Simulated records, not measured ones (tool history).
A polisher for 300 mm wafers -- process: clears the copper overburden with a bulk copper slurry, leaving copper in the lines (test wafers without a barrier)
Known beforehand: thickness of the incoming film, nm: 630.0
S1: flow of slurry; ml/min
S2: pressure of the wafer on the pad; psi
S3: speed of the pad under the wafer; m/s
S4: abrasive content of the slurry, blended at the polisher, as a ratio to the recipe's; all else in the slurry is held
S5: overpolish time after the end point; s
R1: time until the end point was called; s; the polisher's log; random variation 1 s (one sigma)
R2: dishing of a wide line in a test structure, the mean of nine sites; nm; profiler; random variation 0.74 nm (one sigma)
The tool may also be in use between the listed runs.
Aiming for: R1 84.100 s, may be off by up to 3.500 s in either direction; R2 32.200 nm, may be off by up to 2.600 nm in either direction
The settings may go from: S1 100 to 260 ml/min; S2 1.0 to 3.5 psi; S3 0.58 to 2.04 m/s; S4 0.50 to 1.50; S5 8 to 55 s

{"run": 1, "hour": 0.0, "S1": 165, "S2": 2.2, "S3": 1.3, "S4": 1.0, "S5": 28, "R1": 56.064, "R2": 71.355}
{"run": 2, "hour": 7.2, "S1": 165, "S2": 1.7, "S3": 1.3, "S4": 1.0, "S5": 28, "R1": 71.439, "R2": 63.579}
{"run": 3, "hour": 14.6, "S1": 165, "S2": 1.7, "S3": 1.3, "S4": 0.8, "S5": 28, "R1": 75.615, "R2": 64.884}
{"run": 4, "hour": 20.1, "S1": 165, "S2": 1.7, "S3": 1.3, "S4": 0.95, "S5": 28, "R1": 71.105, "R2": 62.366}
{"run": 5, "hour": 26.1, "S1": 165, "S2": 1.7, "S3": 1.42, "S4": 0.95, "S5": 28, "R1": 67.842, "R2": 68.677}
{"run": 6, "hour": 32.8, "S1": 165, "S2": 1.7, "S3": 1.42, "S4": 0.8, "S5": 28, "R1": 69.579, "R2": 64.81}
{"run": 7, "hour": 35.5, "S1": 185, "S2": 1.6, "S3": 1.44, "S4": 0.75, "S5": 24, "R1": 72.21, "R2": 60.589}
{"run": 8, "hour": 38.5, "S1": 200, "S2": 1.5, "S3": 1.42, "S4": 0.85, "S5": 21, "R1": 74.453, "R2": 57.243}
{"run": 9, "hour": 43.8, "S1": 210, "S2": 1.4, "S3": 1.38, "S4": 1.0, "S5": 18, "R1": 78.611, "R2": 52.714}
{"run": 10, "hour": 49.7, "S1": 220, "S2": 1.3, "S3": 1.38, "S4": 1.1, "S5": 16, "R1": 81.094, "R2": 48.003}
{"run": 11, "hour": 55.1, "S1": 230, "S2": 1.2, "S3": 1.38, "S4": 1.2, "S5": 14, "R1": 86.152, "R2": 42.823}
{"run": 12, "hour": 60.5, "S1": 235, "S2": 1.2, "S3": 1.4, "S4": 1.25, "S5": 13, "R1": 85.434, "R2": 41.96}
{"run": 13, "hour": 67.0, "S1": 240, "S2": 1.2, "S3": 1.44, "S4": 1.3, "S5": 12, "R1": 79.464, "R2": 43.204}
{"run": 14, "hour": 69.4, "S1": 245, "S2": 1.2, "S3": 1.44, "S4": 1.35, "S5": 11, "R1": 79.828, "R2": 39.161}
{"run": 15, "hour": 75.1, "S1": 260, "S2": 1.0, "S3": 1.46, "S4": 1.5, "S5": 8, "R1": 89.834, "R2": 30.151}

Pick the move, out of 4, that brings all results within their allowed miss; only one does.
{"run": "A", "hour": 80.8, "S1": 250, "S2": 1.0, "S3": 1.42, "S4": 1.45, "S5": 9, "R1": "?", "R2": "?"}
{"run": "B", "hour": 80.8, "S1": 260, "S2": 1.0, "S3": 1.3, "S4": 1.5, "S5": 11, "R1": "?", "R2": "?"}
{"run": "C", "hour": 80.8, "S1": 255, "S2": 1.0, "S3": 1.3, "S4": 1.35, "S5": 11, "R1": "?", "R2": "?"}
{"run": "D", "hour": 80.8, "S1": 245, "S2": 1.1, "S3": 1.44, "S4": 1.45, "S5": 9, "R1": "?", "R2": "?"}

move=A R1=93.882 R2=31.433
move=B R1=99.521 R2=34.491
move=C R1=101.950 R2=33.967
move=D R1=85.640 R2=33.779
A: further off than the last run
B: further off than the last run
C: further off than the last run
D: each result inside its tolerance
Correct choice: D, which meets every target
